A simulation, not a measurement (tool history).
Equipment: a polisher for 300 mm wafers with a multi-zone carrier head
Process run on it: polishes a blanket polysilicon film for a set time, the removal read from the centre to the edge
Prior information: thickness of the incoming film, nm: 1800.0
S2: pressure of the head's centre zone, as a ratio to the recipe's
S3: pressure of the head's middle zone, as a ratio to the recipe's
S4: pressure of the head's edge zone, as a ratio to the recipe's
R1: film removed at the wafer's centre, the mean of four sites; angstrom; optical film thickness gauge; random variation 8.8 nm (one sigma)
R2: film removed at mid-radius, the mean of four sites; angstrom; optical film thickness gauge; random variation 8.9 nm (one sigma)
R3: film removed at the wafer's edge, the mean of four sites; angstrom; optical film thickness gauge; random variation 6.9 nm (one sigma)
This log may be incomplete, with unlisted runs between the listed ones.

run 1 hour=0 | flow_of_slurry_(ml/min)=245 S2=1 S3=1 S4=1 polishing_time_(s)=62 | R1=6864.7 R2=6660.4 R3=7153.9
run 2 hour=3.7 | flow_of_slurry_(ml/min)=220 S2=1 S3=1 S4=1 polishing_time_(s)=62 | R1=6904.2 R2=6676.4 R3=7086.6
run 3 hour=8.1 | flow_of_slurry_(ml/min)=280 S2=1 S3=1 S4=1 polishing_time_(s)=62 | R1=7067.1 R2=6873.1 R3=7353.9
run 4 hour=16.5 | flow_of_slurry_(ml/min)=280 S2=0.97 S3=1 S4=1 polishing_time_(s)=62 | R1=6865.6 R2=6887.4 R3=7282.5
run 5 hour=19.3 | flow_of_slurry_(ml/min)=235 S2=0.97 S3=1 S4=1 polishing_time_(s)=62 | R1=6731.9 R2=6745.4 R3=7063.1
run 6 hour=21.2 | flow_of_slurry_(ml/min)=235 S2=0.97 S3=1 S4=1 polishing_time_(s)=72 | R1=7784.1 R2=7941.7 R3=8452.6
run 7 hour=26.5 | flow_of_slurry_(ml/min)=230 S2=0.99 S3=1 S4=0.97 polishing_time_(s)=72 | R1=7984.9 R2=7765.4 R3=8217.2

What will run 8 give?
run 8 hour=28.7 | flow_of_slurry_(ml/min)=225 S2=1 S3=1.01 S4=0.95 polishing_time_(s)=72 | R1=? R2=? R3=?

Run 8 came out at R1 7989.1 angstrom, R2 7820.4 angstrom, R3 8334.6 angstrom.
